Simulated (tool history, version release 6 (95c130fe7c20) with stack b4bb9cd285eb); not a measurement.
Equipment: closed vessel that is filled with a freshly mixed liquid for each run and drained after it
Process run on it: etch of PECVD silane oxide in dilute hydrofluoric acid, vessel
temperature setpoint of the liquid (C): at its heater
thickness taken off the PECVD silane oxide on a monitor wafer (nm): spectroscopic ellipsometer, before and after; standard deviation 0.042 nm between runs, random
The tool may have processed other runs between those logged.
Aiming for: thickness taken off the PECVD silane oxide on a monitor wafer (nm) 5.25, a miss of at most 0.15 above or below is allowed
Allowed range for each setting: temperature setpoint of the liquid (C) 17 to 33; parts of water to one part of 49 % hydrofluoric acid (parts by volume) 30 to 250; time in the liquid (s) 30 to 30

run	hour	temperature setpoint of the liquid (C)	parts of water to one part of 49 % hydrofluoric acid (parts by volume)	time in the liquid (s)	thickness taken off the PECVD silane oxide on a monitor wafer (nm)
1	0	25	140	30	8.9156
2	1.1	21.5	140	30	7.5931
3	7.4	20.5	145	30	6.999
4	12.1	19.5	150	30	6.4706
5	21.4	19	155	30	6.1765
6	23.5	19	155	30	6.155
7	32.8	19	155	30	6.2467
8	39.6	18.5	160	30	5.8537
9	46.3	18	160	30	5.764

Consider the 4 candidate settings below. Which is the only one whose results all fall within their allowed miss of target?
A	53	17	175	30	?
B	53	19	190	30	?
C	53	18	185	30	?
D	53	17	165	30	?

move	thickness taken off the PECVD silane oxide on a monitor wafer (nm)
A	4.9622
B	4.8733
C	4.8365
D	5.3153
A: carries the result that was furthest off beyond its target, to the other side
B: carries the result that was furthest off beyond its target, to the other side
C: carries the result that was furthest off beyond its target, to the other side
D: all results land within tolerance of their targets
D meets every target.
